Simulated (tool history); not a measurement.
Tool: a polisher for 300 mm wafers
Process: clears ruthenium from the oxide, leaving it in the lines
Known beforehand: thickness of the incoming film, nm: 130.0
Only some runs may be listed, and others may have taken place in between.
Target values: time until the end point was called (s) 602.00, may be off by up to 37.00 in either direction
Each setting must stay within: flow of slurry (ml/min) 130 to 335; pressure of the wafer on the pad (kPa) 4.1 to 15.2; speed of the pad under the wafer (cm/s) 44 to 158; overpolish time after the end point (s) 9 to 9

run    day  flow of slurry (ml/min)  pressure of the wafer on the pad (kPa)  speed of the pad under the wafer (cm/s)  overpolish time after the end point (s)  time until the end point was called (s)
  1  0.000                      215                                     9.7                                      100                                        9                                   191.16
  2  0.033                      215                                     9.0                                       94                                        9                                   215.65
  3  0.154                      205                                     8.3                                       88                                        9                                   250.06
  4  0.196                      205                                     8.3                                       88                                        9                                   248.60
  5  0.417                      200                                     7.6                                       84                                        9                                   286.13
  6  0.508                      200                                     6.9                                       80                                        9                                   327.38
  7  0.646                      200                                     6.9                                       78                                        9                                   326.81
  8  0.921                      200                                     6.9                                       74                                        9                                   347.98
  9  0.958                      200                                     6.9                                       72                                        9                                   361.67
 10  1.238                      200                                     6.9                                       70                                        9                                   370.39
 11  1.475                      200                                     6.9                                       68                                        9                                   375.20
 12  1.604                      200                                     6.9                                       66                                        9                                   386.42
 13  1.758                      200                                     6.9                                       64                                        9                                   394.10
 14  1.875                      200                                     6.9                                       62                                        9                                   402.57
 15  1.921                      200                                     5.5                                       56                                        9                                   544.60

Pick the move, out of 4, that brings all results within their allowed miss; only one does.
  A  1.967                      215                                     4.8                                       72                                        9                                        ?
  B  1.967                      200                                     5.5                                       70                                        9                                        ?
  C  1.967                      225                                     5.5                                       60                                        9                                        ?
  D  1.967                      195                                     4.1                                       70                                        9                                        ?

move  time until the end point was called (s)
   A                                   485.01
   B                                   442.40
   C                                   495.92
   D                                   582.11
A: misses by more than the last run did
B: misses by more than the last run did
C: misses by more than the last run did
D: all results land within tolerance of their targets
So the answer is move D, the one that meets all the targets.
